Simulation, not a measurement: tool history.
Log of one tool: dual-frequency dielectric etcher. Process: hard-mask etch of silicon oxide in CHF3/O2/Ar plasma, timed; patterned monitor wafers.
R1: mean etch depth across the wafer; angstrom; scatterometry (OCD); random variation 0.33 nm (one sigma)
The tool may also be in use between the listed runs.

run 1 hour=0 | source_power_(kW)=0.87 bias_power_(kW)=0.206 etch_time_(s)=22.5 | R1=566.46
run 2 hour=2.6 | source_power_(kW)=0.98 bias_power_(kW)=0.206 etch_time_(s)=22.5 | R1=586.07
run 3 hour=9 | source_power_(kW)=0.91 bias_power_(kW)=0.199 etch_time_(s)=22.5 | R1=569.88
run 4 hour=16.4 | source_power_(kW)=1.04 bias_power_(kW)=0.199 etch_time_(s)=22.5 | R1=587.47
-- hour=21.2 wet clean of the chamber
run 5 hour=21.2 | source_power_(kW)=1.04 bias_power_(kW)=0.216 etch_time_(s)=22.5 | R1=593.9
run 6 hour=29.9 | source_power_(kW)=1.04 bias_power_(kW)=0.216 etch_time_(s)=23.5 | R1=613.39

Run 7 comes next. What will it give?
run 7 hour=31.4 | source_power_(kW)=0.91 bias_power_(kW)=0.193 etch_time_(s)=23.5 | R1=?

Run 7 gave R1 574.57 angstrom.

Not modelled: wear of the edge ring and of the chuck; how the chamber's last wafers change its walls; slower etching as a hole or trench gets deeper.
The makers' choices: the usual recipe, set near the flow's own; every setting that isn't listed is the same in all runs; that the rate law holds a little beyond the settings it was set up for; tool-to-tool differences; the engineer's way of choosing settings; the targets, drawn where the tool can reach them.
